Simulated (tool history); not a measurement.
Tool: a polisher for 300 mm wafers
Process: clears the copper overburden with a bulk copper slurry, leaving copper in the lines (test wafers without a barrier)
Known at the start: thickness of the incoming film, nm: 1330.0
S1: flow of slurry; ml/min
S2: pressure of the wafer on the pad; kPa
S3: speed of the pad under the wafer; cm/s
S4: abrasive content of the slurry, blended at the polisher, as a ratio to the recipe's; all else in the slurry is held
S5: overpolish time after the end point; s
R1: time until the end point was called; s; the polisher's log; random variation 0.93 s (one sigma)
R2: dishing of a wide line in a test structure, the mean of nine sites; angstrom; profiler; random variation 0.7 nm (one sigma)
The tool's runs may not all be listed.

| run | hour | S1 | S2 | S3 | S4 | S5 | R1 | R2 |
|---|---|---|---|---|---|---|---|---|
| 1 | 0 | 185 | 20 | 142 | 1 | 17 | 109.13 | 835.88 |
| 2 | 1.1 | 220 | 20 | 142 | 1 | 17 | 107.68 | 843.44 |
| 3 | 7.5 | 220 | 19.3 | 144 | 1 | 14 | 107.47 | 770.78 |
| 4 | 13.8 | 220 | 19.3 | 180 | 1 | 14 | 93.259 | 812.75 |
| 5 | 21 | 215 | 17.9 | 180 | 1 | 13 | 97.821 | 755.17 |
|  | 22.8 | slurry blender recalibrated |
| 6 | 22.8 | 215 | 17.9 | 180 | 1.15 | 13 | 87.381 | 804.29 |

The next listed run, before its measurement:
| 7 | 29.7 | 215 | 15.9 | 180 | 1.15 | 12 | ? | ? |

{"run 7": {"R1": 97.298, "R2": 717.71}}
